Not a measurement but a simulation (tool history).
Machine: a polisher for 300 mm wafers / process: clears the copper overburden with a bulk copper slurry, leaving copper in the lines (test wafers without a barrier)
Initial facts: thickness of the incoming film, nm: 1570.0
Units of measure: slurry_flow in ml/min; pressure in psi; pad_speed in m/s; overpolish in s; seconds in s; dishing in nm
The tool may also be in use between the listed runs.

{"run": 1, "day": 0.0, "slurry_flow": 215, "pressure": 3.2, "pad_speed": 1.36, "slurry_solids": 1, "overpolish": 16, "seconds": 121.84, "dishing": 96.655}
{"run": 2, "day": 0.121, "slurry_flow": 215, "pressure": 3.2, "pad_speed": 1.36, "slurry_solids": 0.95, "overpolish": 16, "seconds": 120.45, "dishing": 92.699}
{"run": 3, "day": 0.275, "slurry_flow": 170, "pressure": 3.2, "pad_speed": 1.36, "slurry_solids": 0.95, "overpolish": 16, "seconds": 124.88, "dishing": 92.071}
{"run": 4, "day": 0.608, "slurry_flow": 170, "pressure": 3.1, "pad_speed": 1.36, "slurry_solids": 0.95, "overpolish": 14, "seconds": 128.84, "dishing": 88.243}
{"run": 5, "day": 0.929, "slurry_flow": 170, "pressure": 3.1, "pad_speed": 1.7, "slurry_solids": 0.95, "overpolish": 14, "seconds": 102.44, "dishing": 95.448}
{"run": 6, "day": 1.021, "slurry_flow": 130, "pressure": 3.1, "pad_speed": 1.7, "slurry_solids": 0.95, "overpolish": 14, "seconds": 103.96, "dishing": 95.28}
{"run": 7, "day": 1.15, "slurry_flow": 130, "pressure": 3.1, "pad_speed": 1.7, "slurry_solids": 0.95, "overpolish": 14, "seconds": 107.17, "dishing": 97.392}
{"run": 8, "day": 1.267, "slurry_flow": 135, "pressure": 2.9, "pad_speed": 1.7, "slurry_solids": 0.95, "overpolish": 13, "seconds": 114.12, "dishing": 87.547}
{"run": 9, "day": 1.388, "slurry_flow": 135, "pressure": 2.8, "pad_speed": 1.7, "slurry_solids": 0.95, "overpolish": 12, "seconds": 117.24, "dishing": 79.496}
{"run": 10, "day": 1.588, "slurry_flow": 135, "pressure": 2.7, "pad_speed": 1.7, "slurry_solids": 0.95, "overpolish": 12, "seconds": 120.71, "dishing": 78.183}
{"run": 11, "day": 1.871, "slurry_flow": 135, "pressure": 2.6, "pad_speed": 1.7, "slurry_solids": 0.95, "overpolish": 12, "seconds": 126.48, "dishing": 77.584}
{"run": 12, "day": 2.004, "slurry_flow": 135, "pressure": 2.6, "pad_speed": 1.7, "slurry_solids": 0.95, "overpolish": 12, "seconds": 123.27, "dishing": 77.272}
{"run": 13, "day": 2.158, "slurry_flow": 135, "pressure": 2.5, "pad_speed": 1.7, "slurry_solids": 0.95, "overpolish": 12, "seconds": 128.89, "dishing": 74.751}
{"run": 14, "day": 2.508, "slurry_flow": 135, "pressure": 2.4, "pad_speed": 1.7, "slurry_solids": 0.95, "overpolish": 12, "seconds": 136.02, "dishing": 73.203}

Predict the results of run 15:
{"run": 15, "day": 2.625, "slurry_flow": 135, "pressure": 2.4, "pad_speed": 1.7, "slurry_solids": 0.95, "overpolish": 11, "seconds": "?", "dishing": "?"}

Run 15 yielded seconds 136.27 s, dishing 67.346 nm.
